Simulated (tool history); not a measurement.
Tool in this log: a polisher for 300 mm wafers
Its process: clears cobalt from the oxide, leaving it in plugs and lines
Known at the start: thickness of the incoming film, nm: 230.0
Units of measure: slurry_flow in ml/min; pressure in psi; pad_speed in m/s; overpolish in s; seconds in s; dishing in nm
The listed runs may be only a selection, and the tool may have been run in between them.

{"run": 1, "hour": 0.0, "slurry_flow": 220, "pressure": 1.3, "pad_speed": 0.9, "overpolish": 14, "seconds": 88.604, "dishing": 28.755}
{"run": 2, "hour": 6.3, "slurry_flow": 220, "pressure": 1.1, "pad_speed": 0.88, "overpolish": 15, "seconds": 104.04, "dishing": 25.233}
{"run": 3, "hour": 12.4, "slurry_flow": 220, "pressure": 0.9, "pad_speed": 0.86, "overpolish": 16, "seconds": 132.87, "dishing": 22.799}
{"run": 4, "hour": 20.7, "slurry_flow": 220, "pressure": 1.2, "pad_speed": 0.86, "overpolish": 16, "seconds": 98.688, "dishing": 27.718}
{"run": 5, "hour": 23.4, "slurry_flow": 220, "pressure": 1.2, "pad_speed": 0.96, "overpolish": 16, "seconds": 92.44, "dishing": 29.122}
{"run": 6, "hour": 29.8, "slurry_flow": 220, "pressure": 1, "pad_speed": 0.94, "overpolish": 16, "seconds": 114.26, "dishing": 25.513}

Run 7, settings as shown, results not yet in. Your forecast:
{"run": 7, "hour": 38.6, "slurry_flow": 220, "pressure": 0.9, "pad_speed": 0.94, "overpolish": 16, "seconds": "?", "dishing": "?"}

{"run 7": {"seconds": 122.96, "dishing": 24.118}}

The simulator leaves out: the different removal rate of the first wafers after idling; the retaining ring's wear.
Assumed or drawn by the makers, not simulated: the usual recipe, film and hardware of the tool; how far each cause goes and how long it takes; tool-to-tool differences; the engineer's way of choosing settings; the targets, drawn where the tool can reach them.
